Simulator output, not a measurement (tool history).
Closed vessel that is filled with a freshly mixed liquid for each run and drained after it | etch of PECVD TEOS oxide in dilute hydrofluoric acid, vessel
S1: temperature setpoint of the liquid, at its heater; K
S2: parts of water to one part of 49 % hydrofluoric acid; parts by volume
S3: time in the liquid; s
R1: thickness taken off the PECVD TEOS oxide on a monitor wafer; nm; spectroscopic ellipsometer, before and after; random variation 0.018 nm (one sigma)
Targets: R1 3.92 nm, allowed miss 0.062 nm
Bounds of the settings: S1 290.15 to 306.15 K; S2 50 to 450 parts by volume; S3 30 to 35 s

| run | hour | S1 | S2 | S3 | R1 |
|---|---|---|---|---|---|
| 1 | 0 | 298.15 | 250 | 35 | 2.821 |
| 2 | 8.9 | 301.65 | 250 | 35 | 3.1984 |
| 3 | 9.6 | 302.15 | 250 | 35 | 3.2174 |
| 4 | 10.2 | 302.65 | 250 | 35 | 3.2903 |
| 5 | 13.3 | 303.15 | 250 | 35 | 3.3312 |
| 6 | 19.9 | 303.65 | 250 | 35 | 3.4075 |
| 7 | 21.9 | 304.15 | 250 | 35 | 3.4438 |
| 8 | 28.8 | 305.15 | 240 | 35 | 3.727 |

Which of these 4 next moves meets every target?
| A | 35.7 | 303.65 | 245 | 35 | ? |
| B | 35.7 | 305.15 | 225 | 35 | ? |
| C | 35.7 | 297.15 | 205 | 35 | ? |
| D | 35.7 | 306.15 | 210 | 30 | ? |

| move | R1 |
|---|---|
| A | 3.4743 |
| B | 4.0735 |
| C | 3.4586 |
| D | 3.9411 |
A: further off than the last run
B: takes the result that was furthest off past its target
C: further off than the last run
D: meets every target
Move D is the one to make.
